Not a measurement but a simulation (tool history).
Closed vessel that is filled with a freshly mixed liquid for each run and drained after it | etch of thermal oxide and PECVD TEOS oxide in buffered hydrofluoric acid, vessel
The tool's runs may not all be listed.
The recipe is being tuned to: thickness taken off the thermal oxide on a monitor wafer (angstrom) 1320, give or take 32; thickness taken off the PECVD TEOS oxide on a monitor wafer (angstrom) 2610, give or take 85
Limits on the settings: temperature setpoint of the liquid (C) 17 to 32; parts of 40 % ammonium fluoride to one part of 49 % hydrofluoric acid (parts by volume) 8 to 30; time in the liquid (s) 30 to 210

run	day	temperature setpoint of the liquid (C)	parts of 40 % ammonium fluoride to one part of 49 % hydrofluoric acid (parts by volume)	time in the liquid (s)	thickness taken off the thermal oxide on a monitor wafer (angstrom)	thickness taken off the PECVD TEOS oxide on a monitor wafer (angstrom)
1	0	24	21.5	105	579.91	1159.5
2	0.225	20.5	21.5	105	476.66	945.17
3	0.308	22	21.5	105	522.48	1016.8
4	0.5	24.5	21.5	105	592.32	1167.7
5	0.788	24.5	25	105	537.68	1079.3
6	1.075	26	25	105	581.65	1137.7
7	1.388	27.5	20	105	730.46	1466.8
8	1.475	28.5	17	105	914.76	1776.4
9	1.85	29.5	16	105	1016.4	1968.5
10	1.917	30	15	105	1115	2183.9
11	2.121	30.5	14.5	105	1180.9	2370.7
12	2.429	31	14.5	105	1208	2374.9
13	2.783	32	12.5	105	1498.8	2877
14	3.083	31.5	12.5	105	1450	2823.4
15	3.383	31	12.5	105	1404.4	2727.8
16	3.562	31	12.5	105	1420.2	2771.7
17	3.754	30.5	12.5	105	1376.6	2712.2

Which one of the following 4 next-run settings gets every result inside its allowed miss? There is exactly one.
A	3.946	30.5	12.5	110	?	?
B	3.946	25.5	11	130	?	?
C	3.946	31	12.5	105	?	?
D	3.946	27.5	10.5	100	?	?

move	thickness taken off the thermal oxide on a monitor wafer (angstrom)	thickness taken off the PECVD TEOS oxide on a monitor wafer (angstrom)
A	1437.6	2865.9
B	1475.4	2941.3
C	1408.6	2808.1
D	1322	2635.5
A: moves away from the targets compared with the last run
B: moves away from the targets compared with the last run
C: moves away from the targets compared with the last run
D: every result lands within tolerance
Go with D: it meets all targets.
